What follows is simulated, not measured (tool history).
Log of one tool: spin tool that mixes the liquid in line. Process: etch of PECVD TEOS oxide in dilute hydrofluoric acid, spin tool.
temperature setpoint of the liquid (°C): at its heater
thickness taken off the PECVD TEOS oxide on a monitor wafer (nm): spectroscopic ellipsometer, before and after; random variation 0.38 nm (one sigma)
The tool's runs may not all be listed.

run,hour,temperature setpoint of the liquid (°C),parts of water to one part of 49 % hydrofluoric acid (parts by volume),time under the liquid (s),thickness taken off the PECVD TEOS oxide on a monitor wafer (nm)
1,0,21,135,275,46.086
2,5.8,23,125,275,54.422
3,11.3,23,125,295,58.049
4,16.3,23,175,295,39.665
5,22.9,23,175,275,36.679
6,26.8,24.5,155,275,44.689

Run 7 comes next. What will it give?
7,30.3,25.5,140,275,?

Run 7 gave thickness taken off the PECVD TEOS oxide on a monitor wafer (nm) 52.606.
